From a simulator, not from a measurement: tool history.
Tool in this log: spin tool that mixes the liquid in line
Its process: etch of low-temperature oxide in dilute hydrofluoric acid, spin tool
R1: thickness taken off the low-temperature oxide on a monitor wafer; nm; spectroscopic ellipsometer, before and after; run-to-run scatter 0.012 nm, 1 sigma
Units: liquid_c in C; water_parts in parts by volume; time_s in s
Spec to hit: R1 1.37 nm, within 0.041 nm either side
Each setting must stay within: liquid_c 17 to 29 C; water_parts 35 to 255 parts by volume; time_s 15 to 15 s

run 1 hour=0 | liquid_c=21 water_parts=145 time_s=15 | R1=1.8546
run 2 hour=2.1 | liquid_c=21 water_parts=125 time_s=15 | R1=2.168
run 3 hour=5.8 | liquid_c=21 water_parts=80 time_s=15 | R1=3.5875
run 4 hour=13.4 | liquid_c=20.5 water_parts=95 time_s=15 | R1=2.8689
run 5 hour=14.1 | liquid_c=20.5 water_parts=140 time_s=15 | R1=1.8622
run 6 hour=23 | liquid_c=20 water_parts=145 time_s=15 | R1=1.7589
run 7 hour=29.2 | liquid_c=19.5 water_parts=150 time_s=15 | R1=1.6447
run 8 hour=35.7 | liquid_c=19 water_parts=150 time_s=15 | R1=1.6227
run 9 hour=37.1 | liquid_c=18.5 water_parts=150 time_s=15 | R1=1.5971

Which of these 5 next moves meets every target?
run A hour=38.5 | liquid_c=17.5 water_parts=155 time_s=15 | R1=?
run B hour=38.5 | liquid_c=20 water_parts=170 time_s=15 | R1=?
run C hour=38.5 | liquid_c=22 water_parts=190 time_s=15 | R1=?
run D hour=38.5 | liquid_c=18.5 water_parts=145 time_s=15 | R1=?
run E hour=38.5 | liquid_c=17 water_parts=170 time_s=15 | R1=?

move=A R1=1.4715
move=B R1=1.4607
move=C R1=1.3833
move=D R1=1.6545
move=E R1=1.2959
A: nearer than the last run, and not there yet
B: nearer than the last run, and not there yet
C: meets every target
D: further off than the last run
E: takes the biggest miss from the last run beyond its target
C is the move that brings every result within its allowed miss.
